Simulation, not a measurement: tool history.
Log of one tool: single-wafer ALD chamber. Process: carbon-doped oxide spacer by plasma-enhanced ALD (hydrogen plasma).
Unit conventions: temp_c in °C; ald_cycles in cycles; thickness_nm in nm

run,day,temp_c,ald_cycles,thickness_nm
1,0,380,535,25.978
2,0.05,380,508,24.693
3,0.379,380,573,28.052
4,0.55,380,644,31.442
5,0.688,380,579,28.122
6,0.738,380,536,26.179
7,0.829,380,505,24.443

Run 8 comes next. What will it give?
8,1.15,380,488,?

Run 8 measured thickness_nm 23.785 nm.

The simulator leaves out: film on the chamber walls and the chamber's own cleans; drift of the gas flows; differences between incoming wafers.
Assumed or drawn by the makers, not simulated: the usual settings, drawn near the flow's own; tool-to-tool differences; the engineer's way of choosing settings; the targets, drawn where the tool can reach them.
